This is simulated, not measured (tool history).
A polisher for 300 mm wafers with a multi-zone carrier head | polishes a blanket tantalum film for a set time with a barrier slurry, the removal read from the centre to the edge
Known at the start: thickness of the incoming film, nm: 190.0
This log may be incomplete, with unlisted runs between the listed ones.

run    day  flow of slurry (ml/min)  pressure of the head's centre zone  pressure of the head's middle zone  pressure of the head's edge zone  abrasive content of the slurry  polishing time (s)  film removed at the wafer's centre (Å)  film removed at mid-radius (Å)  film removed at the wafer's edge (Å)
  1      0                      265                                   1                                   1                                 1                               1                  42                                  616.06                          618.69                                585.66
  2    0.1                      265                                   1                                   1                              1.03                             1.1                  42                                  635.71                          640.59                                619.13
  3  0.158                      265                                   1                                   1                              1.03                             1.1                  36                                  543.48                          537.48                                524.83
  4  0.246                      265                                   1                                1.01                              1.05                            1.15                  37                                  572.26                           546.6                                565.93
  5  0.504                      265                                0.99                                1.03                              1.05                             1.2                  38                                     588                          591.45                                575.08
  6  0.812                      230                                0.99                                1.03                              1.05                             1.2                  38                                  578.79                          592.92                                 583.6
  7  0.938                      220                                   1                                1.04                              1.07                            1.25                  39                                  608.59                          616.67                                584.08

Forecast run 8:
     1.212  -- edge zone pressure recalibrated
  8  1.212                      235                                0.99                                1.04                              1.09                             1.3                  40                                       ?                               ?                                     ?

film removed at the wafer's centre (Å): 633.89
film removed at mid-radius (Å): 638.61
film removed at the wafer's edge (Å): 647.91

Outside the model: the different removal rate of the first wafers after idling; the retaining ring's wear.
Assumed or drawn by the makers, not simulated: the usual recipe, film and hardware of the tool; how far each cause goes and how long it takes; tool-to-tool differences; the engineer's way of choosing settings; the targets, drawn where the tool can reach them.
